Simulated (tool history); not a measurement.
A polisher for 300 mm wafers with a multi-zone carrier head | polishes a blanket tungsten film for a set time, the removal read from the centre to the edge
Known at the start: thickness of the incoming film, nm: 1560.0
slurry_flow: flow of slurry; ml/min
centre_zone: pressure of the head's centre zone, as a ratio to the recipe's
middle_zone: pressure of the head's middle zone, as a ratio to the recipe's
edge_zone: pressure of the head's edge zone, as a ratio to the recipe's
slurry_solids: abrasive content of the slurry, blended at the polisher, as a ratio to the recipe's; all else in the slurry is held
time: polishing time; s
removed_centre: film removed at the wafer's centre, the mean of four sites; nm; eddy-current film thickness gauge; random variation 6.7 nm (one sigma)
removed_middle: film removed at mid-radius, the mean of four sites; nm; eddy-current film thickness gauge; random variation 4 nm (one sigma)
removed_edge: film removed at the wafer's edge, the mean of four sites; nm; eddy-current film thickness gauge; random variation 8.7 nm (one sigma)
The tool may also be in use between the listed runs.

{"run": 1, "hour": 0.0, "slurry_flow": 300, "centre_zone": 1.0, "middle_zone": 1.0, "edge_zone": 1.0, "slurry_solids": 1.0, "time": 87, "removed_centre": 479.62, "removed_middle": 477.4, "removed_edge": 489.79}
{"run": 2, "hour": 3.8, "slurry_flow": 300, "centre_zone": 1.0, "middle_zone": 1.0, "edge_zone": 1.0, "slurry_solids": 1.0, "time": 108, "removed_centre": 598.15, "removed_middle": 604.42, "removed_edge": 601.84}
{"run": 3, "hour": 6.3, "slurry_flow": 295, "centre_zone": 0.96, "middle_zone": 1.01, "edge_zone": 1.01, "slurry_solids": 1.0, "time": 108, "removed_centre": 581.66, "removed_middle": 597.75, "removed_edge": 620.45}
{"run": 4, "hour": 10.4, "slurry_flow": 295, "centre_zone": 0.96, "middle_zone": 0.98, "edge_zone": 1.01, "slurry_solids": 1.0, "time": 108, "removed_centre": 575.83, "removed_middle": 588.14, "removed_edge": 608.34}
{"run": 5, "hour": 11.1, "slurry_flow": 235, "centre_zone": 0.96, "middle_zone": 0.98, "edge_zone": 1.01, "slurry_solids": 1.0, "time": 108, "removed_centre": 544.08, "removed_middle": 567.85, "removed_edge": 606.73}
{"run": 6, "hour": 18.8, "slurry_flow": 240, "centre_zone": 0.94, "middle_zone": 1.02, "edge_zone": 1.0, "slurry_solids": 1.0, "time": 108, "removed_centre": 548.27, "removed_middle": 589.09, "removed_edge": 595.11}

Forecast run 7:
{"run": 7, "hour": 27.3, "slurry_flow": 240, "centre_zone": 0.92, "middle_zone": 1.04, "edge_zone": 1.01, "slurry_solids": 1.0, "time": 108, "removed_centre": "?", "removed_middle": "?", "removed_edge": "?"}

{"run 7": {"removed_centre": 535.94, "removed_middle": 601.09, "removed_edge": 595.52}}

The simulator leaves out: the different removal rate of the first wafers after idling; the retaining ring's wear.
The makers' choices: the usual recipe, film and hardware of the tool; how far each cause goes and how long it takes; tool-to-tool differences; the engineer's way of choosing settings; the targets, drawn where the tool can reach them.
